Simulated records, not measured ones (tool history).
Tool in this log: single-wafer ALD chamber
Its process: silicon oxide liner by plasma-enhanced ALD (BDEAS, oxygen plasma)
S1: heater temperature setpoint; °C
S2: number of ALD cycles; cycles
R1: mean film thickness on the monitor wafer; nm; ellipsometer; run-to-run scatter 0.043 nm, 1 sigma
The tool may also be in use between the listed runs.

{"run": 1, "hour": 0.0, "S1": 310, "S2": 81, "R1": 7.9872}
{"run": 2, "hour": 5.2, "S1": 310, "S2": 84, "R1": 8.3516}
{"run": 3, "hour": 9.4, "S1": 301, "S2": 84, "R1": 8.3133}
{"run": 4, "hour": 13.0, "S1": 301, "S2": 86, "R1": 8.6235}
{"run": 5, "hour": 13.6, "S1": 301, "S2": 75, "R1": 7.5195}
{"run": 6, "hour": 14.1, "S1": 301, "S2": 65, "R1": 6.4576}
{"run": 7, "hour": 16.6, "S1": 298, "S2": 78, "R1": 7.8836}
{"run": 8, "hour": 21.4, "S1": 297, "S2": 81, "R1": 8.2399}
{"run": 9, "hour": 24.4, "S1": 296, "S2": 83, "R1": 8.4511}
{"run": 10, "hour": 27.8, "S1": 295, "S2": 85, "R1": 8.6247}
{"run": 11, "hour": 29.8, "S1": 295, "S2": 87, "R1": 8.8333}

The next listed run, before its measurement:
{"run": 12, "hour": 38.3, "S1": 295, "S2": 88, "R1": "?"}

Logged for run 12: R1 8.9569 nm.

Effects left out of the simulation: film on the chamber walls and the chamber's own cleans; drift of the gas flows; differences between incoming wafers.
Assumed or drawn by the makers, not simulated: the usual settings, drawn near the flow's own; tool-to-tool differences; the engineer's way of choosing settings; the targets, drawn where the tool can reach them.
